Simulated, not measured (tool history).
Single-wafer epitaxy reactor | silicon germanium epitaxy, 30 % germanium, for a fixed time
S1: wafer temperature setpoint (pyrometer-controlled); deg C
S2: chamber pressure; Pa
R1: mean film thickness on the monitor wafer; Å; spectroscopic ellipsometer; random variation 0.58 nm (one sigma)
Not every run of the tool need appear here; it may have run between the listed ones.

run  hour   S1    S2      R1
  1     0  625  3106  1134.7
  2   5.3  625  3573    1217
  3  13.2  634  3573  1385.6
  4    22  644  3573  1602.2
  5  27.3  649  3573  1723.6
  6  34.9  648  3573  1703.4
  7  43.3  647  3573  1668.3
  8  48.8  646  3573  1658.3
  9    53  645  3573    1636

Run 10 is up next; what results do you expect?
 10    59  644  3573   ?

{"run 10": {"R1": 1603.5}}
